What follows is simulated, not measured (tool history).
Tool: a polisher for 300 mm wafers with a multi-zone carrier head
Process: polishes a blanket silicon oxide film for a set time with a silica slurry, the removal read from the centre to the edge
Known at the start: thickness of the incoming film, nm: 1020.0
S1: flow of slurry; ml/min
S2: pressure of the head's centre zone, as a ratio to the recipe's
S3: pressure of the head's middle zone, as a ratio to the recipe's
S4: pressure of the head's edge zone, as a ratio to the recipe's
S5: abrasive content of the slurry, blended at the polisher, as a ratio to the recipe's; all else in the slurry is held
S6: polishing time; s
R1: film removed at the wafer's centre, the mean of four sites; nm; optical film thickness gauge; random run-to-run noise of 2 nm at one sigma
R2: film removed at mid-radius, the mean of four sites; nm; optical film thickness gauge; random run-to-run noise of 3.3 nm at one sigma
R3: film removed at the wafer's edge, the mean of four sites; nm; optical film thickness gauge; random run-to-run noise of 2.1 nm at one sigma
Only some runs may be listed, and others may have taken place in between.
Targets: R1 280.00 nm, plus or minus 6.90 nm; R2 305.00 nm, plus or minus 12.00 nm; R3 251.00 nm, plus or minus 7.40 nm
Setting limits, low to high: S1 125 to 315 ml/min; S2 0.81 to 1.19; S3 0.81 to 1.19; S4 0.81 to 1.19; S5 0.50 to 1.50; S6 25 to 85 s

run	hour	S1	S2	S3	S4	S5	S6	R1	R2	R3
1	0.0	205	1.00	1.00	1.00	1.00	55	168.53	176.25	172.77
2	7.6	220	1.03	1.04	1.01	1.10	56	187.57	197.18	185.47
3	8.9	220	1.03	1.04	1.01	1.10	47	158.05	168.08	157.78
4	12.2	235	1.05	1.07	1.03	1.20	50	181.21	186.59	177.05
5	17.3	235	1.05	1.07	1.03	1.30	50	184.79	195.08	181.22
6	23.5	240	1.06	1.10	1.02	1.35	53	202.07	218.67	191.34
7	26.3	245	1.07	1.12	1.03	1.40	56	221.65	233.59	209.99
8	32.1	250	1.07	1.14	1.02	1.40	58	227.17	248.09	216.83
9	36.7	255	1.08	1.15	1.01	1.40	60	241.08	262.99	225.68
10	38.5	260	1.09	1.16	1.01	1.40	61	245.46	264.19	224.43

Which of these 5 next moves meets every target?
A	40.3	270	0.88	1.19	1.01	1.40	64	?	?	?
B	40.3	270	0.92	1.10	1.13	1.45	65	?	?	?
C	40.3	250	1.12	1.19	1.00	1.40	68	?	?	?
D	40.3	285	1.17	0.87	1.19	1.35	61	?	?	?
E	40.3	235	0.87	1.19	1.04	1.40	69	?	?	?

move	R1	R2	R3
A	210.42	288.48	242.52
B	226.03	276.96	263.92
C	280.10	301.40	253.60
D	266.36	210.08	250.90
E	217.00	302.12	259.79
A: its largest miss is bigger than the last run's
B: its largest miss is bigger than the last run's
C: all results land within tolerance of their targets
D: its largest miss is bigger than the last run's
E: its largest miss is bigger than the last run's
Answer: C
